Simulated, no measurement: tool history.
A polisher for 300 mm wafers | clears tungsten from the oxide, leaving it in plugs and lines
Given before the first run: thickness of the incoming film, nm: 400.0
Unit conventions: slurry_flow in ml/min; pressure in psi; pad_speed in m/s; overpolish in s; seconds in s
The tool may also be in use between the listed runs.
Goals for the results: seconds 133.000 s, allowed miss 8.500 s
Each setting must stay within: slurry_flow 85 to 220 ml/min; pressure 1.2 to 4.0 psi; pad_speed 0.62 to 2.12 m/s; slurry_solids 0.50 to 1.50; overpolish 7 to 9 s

run	hour	slurry_flow	pressure	pad_speed	slurry_solids	overpolish	seconds
1	0.0	140	2.6	1.36	1.00	9	94.722
2	0.5	140	2.6	1.36	0.85	9	101.910
3	4.0	140	3.1	1.36	0.85	9	85.155
4	9.4	125	3.1	1.36	0.85	9	88.374
5	15.3	125	3.1	1.66	0.85	9	73.515
6	23.7	125	2.7	1.62	0.85	9	85.118
7	31.9	125	2.4	1.60	0.85	9	95.733
8	39.2	125	2.2	1.58	0.85	9	99.916
9	44.7	125	2.0	1.56	0.85	9	108.820
10	51.8	125	1.9	1.54	0.85	9	114.440
11	56.6	125	1.8	1.54	0.85	9	120.910
12	58.6	125	1.7	1.54	0.85	9	127.400

5 candidate next runs follow, results not yet known. Just one meets every target within its allowed miss. Identify it.
A	60.6	125	1.5	1.56	0.85	8	?
B	60.6	115	1.7	1.68	0.85	9	?
C	60.6	165	1.6	1.70	0.80	7	?
D	60.6	145	1.5	1.68	0.95	9	?
E	60.6	115	2.1	1.54	0.70	9	?

move	seconds
A	130.910
B	115.360
C	112.910
D	115.510
E	114.240
A: every result within its allowed miss
B: moves away from the targets compared with the last run
C: moves away from the targets compared with the last run
D: moves away from the targets compared with the last run
E: moves away from the targets compared with the last run
A meets every target.

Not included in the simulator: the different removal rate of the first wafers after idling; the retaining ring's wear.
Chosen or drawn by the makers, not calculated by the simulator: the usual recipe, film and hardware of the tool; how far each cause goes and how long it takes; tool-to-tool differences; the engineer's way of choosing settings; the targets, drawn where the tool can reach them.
